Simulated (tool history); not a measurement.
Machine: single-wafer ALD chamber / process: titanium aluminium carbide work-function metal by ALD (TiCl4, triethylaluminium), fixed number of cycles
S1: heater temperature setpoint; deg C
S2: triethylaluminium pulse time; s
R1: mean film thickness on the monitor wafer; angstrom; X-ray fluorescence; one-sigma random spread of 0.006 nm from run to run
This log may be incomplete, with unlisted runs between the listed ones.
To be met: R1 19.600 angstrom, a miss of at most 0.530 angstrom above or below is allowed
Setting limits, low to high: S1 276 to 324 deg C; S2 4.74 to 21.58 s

{"run": 1, "day": 0.0, "S1": 300, "S2": 13.16, "R1": 21.852}
{"run": 2, "day": 0.321, "S1": 296, "S2": 12.73, "R1": 21.352}
{"run": 3, "day": 0.438, "S1": 307, "S2": 12.73, "R1": 22.203}
{"run": 4, "day": 0.504, "S1": 315, "S2": 12.73, "R1": 23.007}
{"run": 5, "day": 0.55, "S1": 309, "S2": 11.88, "R1": 22.177}
{"run": 6, "day": 0.617, "S1": 316, "S2": 11.88, "R1": 23.021}
{"run": 7, "day": 0.908, "S1": 311, "S2": 11.05, "R1": 22.311}
{"run": 8, "day": 0.992, "S1": 307, "S2": 10.21, "R1": 21.761}
{"run": 9, "day": 1.125, "S1": 304, "S2": 9.54, "R1": 21.102}

Exactly one of the 4 candidate moves below puts every result within its allowed miss. Which one?
{"run": "A", "day": 1.258, "S1": 280, "S2": 10.38, "R1": "?"}
{"run": "B", "day": 1.258, "S1": 296, "S2": 9.8, "R1": "?"}
{"run": "C", "day": 1.258, "S1": 300, "S2": 9.81, "R1": "?"}
{"run": "D", "day": 1.258, "S1": 297, "S2": 10.27, "R1": "?"}

move=A R1=19.616
move=B R1=20.676
move=C R1=21.001
move=D R1=20.944
A: each result inside its tolerance
B: an improvement on the last run, though not all results are within tolerance
C: an improvement on the last run, though not all results are within tolerance
D: an improvement on the last run, though not all results are within tolerance
Move A is the one to make.
